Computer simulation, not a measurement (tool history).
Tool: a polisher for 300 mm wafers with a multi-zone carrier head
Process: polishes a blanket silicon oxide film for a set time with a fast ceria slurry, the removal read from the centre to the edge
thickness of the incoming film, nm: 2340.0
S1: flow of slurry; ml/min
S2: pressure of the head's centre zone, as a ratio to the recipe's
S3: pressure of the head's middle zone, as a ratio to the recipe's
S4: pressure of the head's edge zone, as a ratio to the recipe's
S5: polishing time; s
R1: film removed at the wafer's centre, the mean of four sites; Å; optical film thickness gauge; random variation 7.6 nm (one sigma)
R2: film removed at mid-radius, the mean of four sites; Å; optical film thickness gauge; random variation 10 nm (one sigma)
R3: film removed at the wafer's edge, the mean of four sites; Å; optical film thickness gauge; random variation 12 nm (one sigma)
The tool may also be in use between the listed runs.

run,hour,S1,S2,S3,S4,S5,R1,R2,R3
1,0,275,1,1,1,90,6446.1,6482.1,6510.6
2,3.8,275,1.06,1,1,90,6726.7,6425.3,6640.1
3,5.9,210,1.06,1,1,90,6635.4,6105.1,6418
4,14.6,210,1.06,1,1.07,90,6561.8,6138.6,6583.2
5,23.5,210,1.06,1,1.12,90,6573.8,6154.8,6580
6,27,225,1.04,1.02,1.13,96,6931,6885.3,7050.9
7,29.3,225,1.04,1.02,1.13,96,6942.8,6762.2,7199.8

Forecast run 8:
8,32,245,1.04,1.06,1.14,99,?,?,?

{"run 8": {"R1": 7280.1, "R2": 7504.2, "R3": 7481.8}}
